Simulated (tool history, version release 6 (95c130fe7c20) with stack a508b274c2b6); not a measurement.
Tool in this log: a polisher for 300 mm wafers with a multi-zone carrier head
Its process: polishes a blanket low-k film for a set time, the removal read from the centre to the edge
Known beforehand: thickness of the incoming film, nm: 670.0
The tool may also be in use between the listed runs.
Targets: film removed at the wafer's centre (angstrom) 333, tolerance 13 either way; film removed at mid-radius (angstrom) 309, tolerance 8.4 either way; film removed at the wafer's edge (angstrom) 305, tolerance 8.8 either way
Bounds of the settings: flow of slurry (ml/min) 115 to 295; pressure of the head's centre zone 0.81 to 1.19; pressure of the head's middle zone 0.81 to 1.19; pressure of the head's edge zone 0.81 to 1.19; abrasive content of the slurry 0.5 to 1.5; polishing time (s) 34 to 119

| run | hour | flow of slurry (ml/min) | pressure of the head's centre zone | pressure of the head's middle zone | pressure of the head's edge zone | abrasive content of the slurry | polishing time (s) | film removed at the wafer's centre (angstrom) | film removed at mid-radius (angstrom) | film removed at the wafer's edge (angstrom) |
|---|---|---|---|---|---|---|---|---|---|---|
| 1 | 0 | 190 | 1 | 1 | 1 | 1 | 76 | 349.62 | 350.59 | 349.71 |
| 2 | 4.3 | 180 | 1 | 0.99 | 0.97 | 1 | 76 | 357.82 | 347.72 | 345.2 |
| 3 | 8.5 | 175 | 0.99 | 0.98 | 0.95 | 0.95 | 76 | 349.19 | 339.49 | 327.74 |
| 4 | 12.9 | 175 | 0.94 | 0.98 | 0.95 | 0.95 | 76 | 322.43 | 335.14 | 328.31 |
| 5 | 13.9 | 175 | 0.94 | 0.98 | 0.92 | 0.95 | 76 | 322.88 | 333.56 | 322.81 |
| 6 | 16.9 | 175 | 0.94 | 0.98 | 0.92 | 0.95 | 68 | 285.69 | 297.85 | 290.89 |
| 7 | 19.3 | 185 | 0.96 | 0.98 | 0.93 | 0.95 | 68 | 293.68 | 299.98 | 295.69 |
| 8 | 26.3 | 190 | 0.98 | 0.98 | 0.93 | 0.95 | 68 | 308.08 | 298.03 | 293.88 |
| 9 | 32.4 | 195 | 0.99 | 0.99 | 0.94 | 0.95 | 68 | 314.94 | 307 | 291.2 |
| 10 | 36.1 | 205 | 1.01 | 0.95 | 1 | 1 | 68 | 332.7 | 308.05 | 317.92 |
| 11 | 36.7 | 205 | 1.01 | 0.95 | 0.99 | 1 | 68 | 327.29 | 313.13 | 317.5 |

Of the 5 settings listed for the next run, only one would bring every result within its allowed miss of target. Which one?
| A | 37.3 | 210 | 1.05 | 0.99 | 1 | 0.85 | 72 | ? | ? | ? |
| B | 37.3 | 210 | 0.99 | 0.88 | 0.99 | 0.95 | 73 | ? | ? | ? |
| C | 37.3 | 190 | 0.95 | 0.91 | 1.03 | 1.05 | 69 | ? | ? | ? |
| D | 37.3 | 235 | 0.99 | 0.88 | 1.08 | 1.5 | 57 | ? | ? | ? |
| E | 37.3 | 190 | 1.01 | 0.93 | 1.05 | 1.1 | 65 | ? | ? | ? |

| move | film removed at the wafer's centre (angstrom) | film removed at mid-radius (angstrom) | film removed at the wafer's edge (angstrom) |
|---|---|---|---|
| A | 334.18 | 311.21 | 306.39 |
| B | 340.28 | 307.25 | 330.12 |
| C | 319.78 | 309.38 | 331.44 |
| D | 333.92 | 300.94 | 336.17 |
| E | 328.01 | 303.26 | 322.54 |
A: each result inside its tolerance
B: misses by more than the last run did
C: misses by more than the last run did
D: misses by more than the last run did
E: misses by more than the last run did
A meets every target.

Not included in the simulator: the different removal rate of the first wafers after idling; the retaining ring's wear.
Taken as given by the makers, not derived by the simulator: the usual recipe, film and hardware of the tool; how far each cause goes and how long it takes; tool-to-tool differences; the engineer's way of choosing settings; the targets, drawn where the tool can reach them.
